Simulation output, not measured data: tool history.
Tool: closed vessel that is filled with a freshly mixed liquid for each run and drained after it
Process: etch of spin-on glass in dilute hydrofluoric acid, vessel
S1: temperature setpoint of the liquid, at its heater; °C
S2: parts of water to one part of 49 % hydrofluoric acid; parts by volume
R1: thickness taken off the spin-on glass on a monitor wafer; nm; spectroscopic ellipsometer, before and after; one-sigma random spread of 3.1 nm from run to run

Run 1, hour 0: S1 25 °C, S2 255 parts by volume, time in the liquid (s) 645. Result: R1 104.21 nm.
Run 2, hour 6.1: S1 25 °C, S2 335 parts by volume, time in the liquid (s) 645. Result: R1 73.698 nm.
Run 3, hour 14.8: S1 23 °C, S2 335 parts by volume, time in the liquid (s) 645. Result: R1 68.162 nm.
Run 4, hour 19.9: S1 21 °C, S2 335 parts by volume, time in the liquid (s) 645. Result: R1 64 nm.
Run 5, hour 26.9: S1 24 °C, S2 260 parts by volume, time in the liquid (s) 655. Result: R1 99.326 nm.
Run 6, hour 31.6: S1 21.5 °C, S2 260 parts by volume, time in the liquid (s) 655. Result: R1 91.69 nm.
Run 7, hour 40.4: S1 24.5 °C, S2 205 parts by volume, time in the liquid (s) 665. Result: R1 137.89 nm.
Run 8, hour 45.5: S1 26.5 °C, S2 165 parts by volume, time in the liquid (s) 670. Result: R1 195.81 nm.
Run 9, hour 46.1: S1 28 °C, S2 140 parts by volume, time in the liquid (s) 670. Result: R1 248.58 nm.
Run 10, hour 51.8: S1 29 °C, S2 130 parts by volume, time in the liquid (s) 670. Result: R1 286.29 nm.
Run 11, hour 56: S1 30 °C, S2 125 parts by volume, time in the liquid (s) 670. Result: R1 309.66 nm.
Run 12, hour 63.5: S1 30.5 °C, S2 120 parts by volume, time in the liquid (s) 670. Result: R1 333.05 nm.

For run 13, what comes out?
Run 13, hour 68.5: S1 33 °C, S2 90 parts by volume, time in the liquid (s) 670. Result: R1 ?.

R1: 508.76 nm
